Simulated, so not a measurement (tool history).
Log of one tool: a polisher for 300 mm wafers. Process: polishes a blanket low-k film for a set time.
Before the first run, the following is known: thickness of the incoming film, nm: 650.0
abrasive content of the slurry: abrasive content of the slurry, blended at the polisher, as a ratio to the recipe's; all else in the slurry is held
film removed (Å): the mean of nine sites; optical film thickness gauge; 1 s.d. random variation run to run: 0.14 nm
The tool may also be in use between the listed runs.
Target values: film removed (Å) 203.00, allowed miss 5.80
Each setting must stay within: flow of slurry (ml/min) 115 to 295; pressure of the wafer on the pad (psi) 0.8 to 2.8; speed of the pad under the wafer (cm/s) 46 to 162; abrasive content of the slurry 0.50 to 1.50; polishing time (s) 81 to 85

run	day	flow of slurry (ml/min)	pressure of the wafer on the pad (psi)	speed of the pad under the wafer (cm/s)	abrasive content of the slurry	polishing time (s)	film removed (Å)
1	0.000	190	1.8	104	1.00	81	281.88
2	0.371	190	1.4	104	1.00	81	225.07
3	0.417	190	1.4	104	1.00	81	230.30
4	0.529	190	1.8	104	1.00	81	284.91
5	0.629	190	1.7	104	1.00	81	267.18
6	0.679	150	1.7	104	1.00	81	257.80
7	0.829	135	1.2	102	1.00	81	184.30
8	1.100	145	1.2	102	1.00	81	188.36
9	1.408	185	1.3	102	1.00	81	209.66
10	1.550	180	1.3	102	1.00	81	208.61

Below are 4 possible settings for the next run. Only one of them brings all results inside the allowed miss of their targets. Which is it?
A	1.692	150	1.4	106	1.00	83	?
B	1.692	190	1.2	108	0.95	81	?
C	1.692	185	1.2	114	0.95	84	?
D	1.692	225	1.2	106	1.00	85	?

move	film removed (Å)
A	225.15
B	200.74
C	214.85
D	216.37
A: its largest miss is bigger than the last run's
B: in spec on every target
C: its largest miss is bigger than the last run's
D: its largest miss is bigger than the last run's
Move B is the one to make.
